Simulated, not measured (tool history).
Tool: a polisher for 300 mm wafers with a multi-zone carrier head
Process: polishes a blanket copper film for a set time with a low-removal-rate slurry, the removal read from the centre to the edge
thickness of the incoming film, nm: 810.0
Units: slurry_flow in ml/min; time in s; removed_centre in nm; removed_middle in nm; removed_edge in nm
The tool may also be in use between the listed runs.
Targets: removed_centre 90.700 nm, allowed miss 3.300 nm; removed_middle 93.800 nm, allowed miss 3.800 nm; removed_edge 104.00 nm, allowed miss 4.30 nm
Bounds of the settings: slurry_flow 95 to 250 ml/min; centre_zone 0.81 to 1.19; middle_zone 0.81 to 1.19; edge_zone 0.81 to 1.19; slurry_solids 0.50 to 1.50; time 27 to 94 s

{"run": 1, "day": 0.0, "slurry_flow": 160, "centre_zone": 1.0, "middle_zone": 1.0, "edge_zone": 1.0, "slurry_solids": 1.0, "time": 60, "removed_centre": 168.31, "removed_middle": 168.89, "removed_edge": 169.91}
{"run": 2, "day": 0.35, "slurry_flow": 140, "centre_zone": 1.0, "middle_zone": 1.0, "edge_zone": 1.0, "slurry_solids": 1.0, "time": 60, "removed_centre": 161.92, "removed_middle": 164.1, "removed_edge": 170.92}
{"run": 3, "day": 0.688, "slurry_flow": 140, "centre_zone": 1.0, "middle_zone": 1.0, "edge_zone": 1.08, "slurry_solids": 1.0, "time": 60, "removed_centre": 163.17, "removed_middle": 162.45, "removed_edge": 171.89}
{"run": 4, "day": 0.792, "slurry_flow": 170, "centre_zone": 1.0, "middle_zone": 1.0, "edge_zone": 1.08, "slurry_solids": 1.0, "time": 60, "removed_centre": 167.68, "removed_middle": 165.95, "removed_edge": 176.89}
{"run": 5, "day": 0.9, "slurry_flow": 170, "centre_zone": 1.0, "middle_zone": 1.0, "edge_zone": 1.08, "slurry_solids": 0.8, "time": 60, "removed_centre": 159.01, "removed_middle": 160.91, "removed_edge": 168.41}
{"run": 6, "day": 1.167, "slurry_flow": 165, "centre_zone": 0.98, "middle_zone": 0.97, "edge_zone": 1.07, "slurry_solids": 0.7, "time": 54, "removed_centre": 139.49, "removed_middle": 132.44, "removed_edge": 146.61}
{"run": 7, "day": 1.446, "slurry_flow": 160, "centre_zone": 0.94, "middle_zone": 0.97, "edge_zone": 1.05, "slurry_solids": 0.65, "time": 50, "removed_centre": 118.34, "removed_middle": 120.78, "removed_edge": 127.54}
{"run": 8, "day": 1.738, "slurry_flow": 150, "centre_zone": 0.91, "middle_zone": 0.94, "edge_zone": 1.03, "slurry_solids": 0.6, "time": 49, "removed_centre": 108.24, "removed_middle": 110.97, "removed_edge": 121.54}
{"run": 9, "day": 1.908, "slurry_flow": 145, "centre_zone": 0.9, "middle_zone": 0.92, "edge_zone": 1.0, "slurry_solids": 0.55, "time": 48, "removed_centre": 101.28, "removed_middle": 102.5, "removed_edge": 113.51}
{"run": 10, "day": 1.946, "slurry_flow": 140, "centre_zone": 0.89, "middle_zone": 0.91, "edge_zone": 0.98, "slurry_solids": 0.55, "time": 48, "removed_centre": 102.36, "removed_middle": 103.44, "removed_edge": 111.63}
{"run": 11, "day": 2.246, "slurry_flow": 135, "centre_zone": 0.87, "middle_zone": 0.9, "edge_zone": 0.98, "slurry_solids": 0.55, "time": 48, "removed_centre": 98.277, "removed_middle": 101.71, "removed_edge": 110.73}
{"run": 12, "day": 2.383, "slurry_flow": 130, "centre_zone": 0.86, "middle_zone": 0.89, "edge_zone": 0.97, "slurry_solids": 0.55, "time": 48, "removed_centre": 98.481, "removed_middle": 98.523, "removed_edge": 109.87}
{"run": 13, "day": 2.425, "slurry_flow": 125, "centre_zone": 0.85, "middle_zone": 0.89, "edge_zone": 0.96, "slurry_solids": 0.55, "time": 48, "removed_centre": 95.423, "removed_middle": 98.339, "removed_edge": 109.08}
{"run": 14, "day": 2.658, "slurry_flow": 120, "centre_zone": 0.84, "middle_zone": 0.89, "edge_zone": 0.95, "slurry_solids": 0.55, "time": 48, "removed_centre": 93.848, "removed_middle": 96.979, "removed_edge": 107.1}

Which of these 4 next moves meets every target?
{"run": "A", "day": 2.892, "slurry_flow": 110, "centre_zone": 0.82, "middle_zone": 0.98, "edge_zone": 0.95, "slurry_solids": 0.6, "time": 46, "removed_centre": "?", "removed_middle": "?", "removed_edge": "?"}
{"run": "B", "day": 2.892, "slurry_flow": 140, "centre_zone": 0.84, "middle_zone": 0.89, "edge_zone": 0.96, "slurry_solids": 0.6, "time": 44, "removed_centre": "?", "removed_middle": "?", "removed_edge": "?"}
{"run": "C", "day": 2.892, "slurry_flow": 115, "centre_zone": 0.9, "middle_zone": 1.02, "edge_zone": 0.84, "slurry_solids": 0.5, "time": 50, "removed_centre": "?", "removed_middle": "?", "removed_edge": "?"}
{"run": "D", "day": 2.892, "slurry_flow": 130, "centre_zone": 0.94, "middle_zone": 0.92, "edge_zone": 0.94, "slurry_solids": 0.8, "time": 43, "removed_centre": "?", "removed_middle": "?", "removed_edge": "?"}

move=A removed_centre=88.482 removed_middle=100.080 removed_edge=103.07
move=B removed_centre=91.302 removed_middle=92.976 removed_edge=102.84
move=C removed_centre=99.149 removed_middle=107.860 removed_edge=101.16
move=D removed_centre=103.510 removed_middle=99.518 removed_edge=106.48
A: brings the result that was furthest off to its target, and leaves another outside
B: meets every target
C: further off than the last run
D: further off than the last run
Move B is the one to make.
